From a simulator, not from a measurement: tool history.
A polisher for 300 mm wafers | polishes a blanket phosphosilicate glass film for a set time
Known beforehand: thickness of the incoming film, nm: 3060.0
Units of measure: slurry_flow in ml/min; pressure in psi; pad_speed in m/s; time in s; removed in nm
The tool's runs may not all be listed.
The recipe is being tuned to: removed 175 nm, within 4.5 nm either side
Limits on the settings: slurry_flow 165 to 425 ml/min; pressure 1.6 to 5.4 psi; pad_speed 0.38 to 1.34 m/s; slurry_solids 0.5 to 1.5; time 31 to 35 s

run 1 day=0 | slurry_flow=275 pressure=3.5 pad_speed=0.86 slurry_solids=1 time=35 | removed=250.3
run 2 day=0.258 | slurry_flow=275 pressure=3.2 pad_speed=0.86 slurry_solids=1 time=35 | removed=232.61
run 3 day=0.571 | slurry_flow=275 pressure=3 pad_speed=0.86 slurry_solids=1 time=35 | removed=219.79
run 4 day=0.617 | slurry_flow=320 pressure=3 pad_speed=0.86 slurry_solids=1 time=35 | removed=222.99
run 5 day=0.908 | slurry_flow=320 pressure=3 pad_speed=0.76 slurry_solids=1 time=35 | removed=206.39
run 6 day=1.275 | slurry_flow=315 pressure=2.9 pad_speed=0.76 slurry_solids=1 time=35 | removed=201.49
run 7 day=1.4 | slurry_flow=310 pressure=2.8 pad_speed=0.76 slurry_solids=1 time=35 | removed=194.59
run 8 day=1.471 | slurry_flow=305 pressure=2.7 pad_speed=0.76 slurry_solids=1 time=35 | removed=190.59
run 9 day=1.575 | slurry_flow=305 pressure=2.6 pad_speed=0.76 slurry_solids=1 time=35 | removed=185.2
run 10 day=1.858 | slurry_flow=300 pressure=2.6 pad_speed=0.76 slurry_solids=1 time=35 | removed=183.97
run 11 day=2.071 | slurry_flow=300 pressure=2.6 pad_speed=0.76 slurry_solids=1 time=35 | removed=183.69
run 12 day=2.396 | slurry_flow=295 pressure=2.6 pad_speed=0.76 slurry_solids=1 time=35 | removed=181.77
run 13 day=2.617 | slurry_flow=290 pressure=2.6 pad_speed=0.76 slurry_solids=1 time=35 | removed=183.51
run 14 day=2.638 | slurry_flow=285 pressure=2.6 pad_speed=0.76 slurry_solids=1 time=35 | removed=181.04
run 15 day=2.904 | slurry_flow=280 pressure=2.6 pad_speed=0.76 slurry_solids=1 time=35 | removed=185.27
run 16 day=3.246 | slurry_flow=280 pressure=2.6 pad_speed=0.76 slurry_solids=1 time=35 | removed=182.88

Next run, 5 choices. One meets every target within its allowed miss, the rest don't. Which?
run A day=3.588 | slurry_flow=255 pressure=2.4 pad_speed=0.88 slurry_solids=1 time=33 | removed=?
run B day=3.588 | slurry_flow=260 pressure=2.8 pad_speed=0.78 slurry_solids=0.9 time=35 | removed=?
run C day=3.588 | slurry_flow=235 pressure=2.5 pad_speed=0.84 slurry_solids=1.2 time=32 | removed=?
run D day=3.588 | slurry_flow=265 pressure=3.6 pad_speed=0.68 slurry_solids=0.85 time=32 | removed=?
run E day=3.588 | slurry_flow=240 pressure=2.9 pad_speed=0.76 slurry_solids=1.1 time=34 | removed=?

move=A removed=176.27
move=B removed=184.94
move=C removed=186.28
move=D removed=183.96
move=E removed=201.03
A: every result lands within tolerance
B: misses by more than the last run did
C: misses by more than the last run did
D: misses by more than the last run did
E: misses by more than the last run did
The move that meets every target is A.
